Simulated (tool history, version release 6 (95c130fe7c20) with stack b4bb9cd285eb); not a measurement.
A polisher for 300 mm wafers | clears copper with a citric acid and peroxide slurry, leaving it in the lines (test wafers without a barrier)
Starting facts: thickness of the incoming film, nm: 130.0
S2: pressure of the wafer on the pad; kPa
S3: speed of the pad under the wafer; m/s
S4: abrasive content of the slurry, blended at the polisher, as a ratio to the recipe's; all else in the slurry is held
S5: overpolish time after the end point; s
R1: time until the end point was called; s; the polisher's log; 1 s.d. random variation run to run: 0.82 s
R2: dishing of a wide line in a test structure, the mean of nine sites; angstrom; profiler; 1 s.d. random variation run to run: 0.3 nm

{"run": 1, "hour": 0.0, "flow of slurry (ml/min)": 320, "S2": 14.5, "S3": 1.08, "S4": 1.0, "S5": 16, "R1": 67.442, "R2": 196.53}
{"run": 2, "hour": 6.8, "flow of slurry (ml/min)": 320, "S2": 13.1, "S3": 1.08, "S4": 1.0, "S5": 16, "R1": 73.995, "R2": 182.58}
{"run": 3, "hour": 9.7, "flow of slurry (ml/min)": 390, "S2": 13.1, "S3": 1.08, "S4": 1.0, "S5": 16, "R1": 72.962, "R2": 188.44}
{"run": 4, "hour": 12.0, "flow of slurry (ml/min)": 390, "S2": 11.0, "S3": 1.08, "S4": 1.0, "S5": 16, "R1": 86.101, "R2": 162.75}
{"run": 5, "hour": 19.2, "flow of slurry (ml/min)": 390, "S2": 11.0, "S3": 1.08, "S4": 1.0, "S5": 17, "R1": 86.219, "R2": 172.0}
{"run": 6, "hour": 22.8, "flow of slurry (ml/min)": 390, "S2": 11.0, "S3": 1.08, "S4": 1.1, "S5": 17, "R1": 85.038, "R2": 171.81}
{"run": 7, "hour": 30.3, "flow of slurry (ml/min)": 390, "S2": 11.0, "S3": 1.08, "S4": 1.1, "S5": 18, "R1": 83.006, "R2": 184.96}

Run 8, settings as shown, results not yet in. Your forecast:
{"run": 8, "hour": 31.2, "flow of slurry (ml/min)": 390, "S2": 11.0, "S3": 1.08, "S4": 1.1, "S5": 19, "R1": "?", "R2": "?"}

{"run 8": {"R1": 83.393, "R2": 191.14}}
